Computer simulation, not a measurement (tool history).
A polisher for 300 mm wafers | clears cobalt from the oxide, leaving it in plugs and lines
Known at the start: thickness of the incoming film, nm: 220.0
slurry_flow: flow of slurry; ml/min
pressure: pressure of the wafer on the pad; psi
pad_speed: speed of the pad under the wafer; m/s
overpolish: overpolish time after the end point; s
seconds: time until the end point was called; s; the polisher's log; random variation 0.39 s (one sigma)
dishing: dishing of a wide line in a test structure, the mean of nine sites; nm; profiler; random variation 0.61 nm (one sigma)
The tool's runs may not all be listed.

run    day  slurry_flow  pressure  pad_speed  overpolish  seconds  dishing
  1      0          255       1.7        1.3          18   37.082   39.567
  2    0.3          255       1.7       1.62          18    29.75   40.426
  3    0.5          255       1.8       1.62          18   28.557   41.816
  4  0.871          255       1.8       1.38          18   32.647   40.805
  5  0.946          255       1.9        1.4          17   30.947   40.807
  6  1.283          255       1.9        1.2          17   35.482   39.541

The next listed run, before its measurement:
  7  1.646          255         2       1.22          16        ?        ?

seconds: 33.262 s
dishing: 38.393 nm
